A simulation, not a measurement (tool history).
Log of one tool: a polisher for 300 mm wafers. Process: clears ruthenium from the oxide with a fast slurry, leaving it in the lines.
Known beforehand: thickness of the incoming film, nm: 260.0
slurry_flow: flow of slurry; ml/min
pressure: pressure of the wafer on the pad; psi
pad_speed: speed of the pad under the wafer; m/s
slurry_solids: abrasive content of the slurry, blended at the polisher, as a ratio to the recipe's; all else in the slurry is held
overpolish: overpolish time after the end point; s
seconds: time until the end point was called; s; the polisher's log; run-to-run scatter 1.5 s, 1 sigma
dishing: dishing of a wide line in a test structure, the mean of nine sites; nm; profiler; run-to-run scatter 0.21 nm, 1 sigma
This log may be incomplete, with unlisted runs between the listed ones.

run  hour  slurry_flow  pressure  pad_speed  slurry_solids  overpolish  seconds  dishing
  1     0          210       3.4       0.94              1          11    60.02   16.016
  2   5.3          210       3.1       0.88              1          10   71.267   13.847
  3   5.9          210       3.1       0.88            0.9          10   74.139   14.174
  4   7.9          170       3.1       0.88            0.9          10   77.843   14.064
  5  12.7          165       2.8       0.86            0.9          10   87.931   13.428
  6  18.7          165       2.8       0.66            0.9          10   115.49   12.073
     20.2  -- head pressure recalibrated
  7  20.2          160       2.6       0.66            0.9           9   114.09   10.752
  8  22.6          160       2.4       0.66            0.9           9   126.37   10.966
  9  26.2          155       2.3       0.66            0.9           9   127.93   10.719
 10  30.1          155       1.5       0.64            0.9           8   204.57   7.3112
 11  31.5          155       1.6       0.64            0.9           9   186.53   8.4659
 12  34.2          155       1.6       0.64            0.9           9   189.87   8.2767
 13  42.6          155       1.7       0.64            0.9           9   177.25   8.9275
 14    50          155       1.8       0.64            0.9          10   170.49   9.5181

The next listed run, before its measurement:
 15  57.1          170         2       0.64            0.9          11        ?        ?

Logged for run 15: seconds 150.76 s, dishing 10.641 nm.
